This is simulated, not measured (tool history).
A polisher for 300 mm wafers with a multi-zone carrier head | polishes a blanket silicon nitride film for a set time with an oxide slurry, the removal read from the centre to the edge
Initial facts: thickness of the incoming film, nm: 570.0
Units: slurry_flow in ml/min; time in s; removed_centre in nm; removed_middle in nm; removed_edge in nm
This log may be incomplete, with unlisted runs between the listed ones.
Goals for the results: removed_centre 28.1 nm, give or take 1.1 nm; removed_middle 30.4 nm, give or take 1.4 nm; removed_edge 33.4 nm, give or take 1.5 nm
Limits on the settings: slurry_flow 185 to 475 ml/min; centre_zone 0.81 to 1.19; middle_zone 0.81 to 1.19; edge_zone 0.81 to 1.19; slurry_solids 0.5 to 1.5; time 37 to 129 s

run	hour	slurry_flow	centre_zone	middle_zone	edge_zone	slurry_solids	time	removed_centre	removed_middle	removed_edge
1	0	305	1	1	1	1	83	60.879	62.823	63.387
2	0.8	245	1	1	1	1	83	60.899	60.083	62.245
3	4.6	245	0.96	0.98	1	0.85	73	47.596	49.74	50.87
4	8.6	245	0.96	0.98	1	0.75	73	44.415	47.163	48.306
5	14.6	235	0.94	0.95	1	0.7	68	39.963	41.568	44.106
6	20.8	235	0.94	1.03	1	0.7	68	39.313	43.807	43.722
7	22.5	225	0.92	1	1	0.65	64	34.497	39.753	38.887
8	30.1	225	0.92	1	1	0.65	64	34.548	39.608	40.363
9	31.4	225	0.87	0.9	0.94	0.5	55	25.14	27.043	29.54
10	36.4	230	0.88	0.91	0.97	0.5	55	25.797	28.249	29.064

Which one of the following 4 next-run settings gets every result inside its allowed miss? There is exactly one.
A	41.4	300	0.85	1.1	1.11	0.5	52	?	?	?
B	41.4	205	0.81	1.03	0.92	0.55	60	?	?	?
C	41.4	185	0.81	0.83	1.03	0.8	56	?	?	?
D	41.4	250	0.81	0.82	0.82	0.85	52	?	?	?

move	removed_centre	removed_middle	removed_edge
A	24.044	31.928	31.708
B	25.97	34.469	33.492
C	27.717	30.839	38.152
D	27.847	30.512	33.864
A: lands further from the targets than the last run did
B: meets the target for the result that was furthest off, but another lies outside its allowed miss
C: moves the result that the last run missed by most past its target, out the other side
D: hits every target within its allowed miss
The right move is D.

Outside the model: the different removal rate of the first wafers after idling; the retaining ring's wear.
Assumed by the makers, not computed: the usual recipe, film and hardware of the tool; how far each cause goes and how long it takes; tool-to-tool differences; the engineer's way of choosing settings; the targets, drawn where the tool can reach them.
